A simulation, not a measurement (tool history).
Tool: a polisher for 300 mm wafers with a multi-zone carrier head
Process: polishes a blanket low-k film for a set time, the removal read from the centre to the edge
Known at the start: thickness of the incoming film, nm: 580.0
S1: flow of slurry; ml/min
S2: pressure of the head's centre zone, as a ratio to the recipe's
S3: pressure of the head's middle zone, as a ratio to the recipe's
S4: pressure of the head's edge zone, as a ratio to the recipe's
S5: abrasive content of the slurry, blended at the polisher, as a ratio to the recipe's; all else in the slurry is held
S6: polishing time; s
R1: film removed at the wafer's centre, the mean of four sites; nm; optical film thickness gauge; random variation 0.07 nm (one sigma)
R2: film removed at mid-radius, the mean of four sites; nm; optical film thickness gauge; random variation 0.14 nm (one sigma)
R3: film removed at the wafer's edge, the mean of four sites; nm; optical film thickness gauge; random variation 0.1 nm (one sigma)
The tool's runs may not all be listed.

run,hour,S1,S2,S3,S4,S5,S6,R1,R2,R3
1,0,170,1,1,1,1,40,19.148,18.419,18.113
2,4.6,165,1,0.95,0.96,0.85,36,15.674,14.938,14.094
3,5.9,150,1.01,0.9,1,0.75,34,13.733,11.886,12.784
4,11.3,140,1,0.87,0.97,0.7,34,12.516,11.109,11.569
5,11.9,140,1,0.87,0.9,0.7,34,12.724,11.091,11.315
6,14.6,130,1,0.85,0.88,0.7,34,12.403,10.749,11.015

The next listed run, before its measurement:
# hour 15.6: centre zone pressure recalibrated
7,15.6,125,1,0.84,0.88,0.65,34,?,?,?

Run 7 gave R1 10.829 nm, R2 9.7948 nm, R3 10.455 nm.

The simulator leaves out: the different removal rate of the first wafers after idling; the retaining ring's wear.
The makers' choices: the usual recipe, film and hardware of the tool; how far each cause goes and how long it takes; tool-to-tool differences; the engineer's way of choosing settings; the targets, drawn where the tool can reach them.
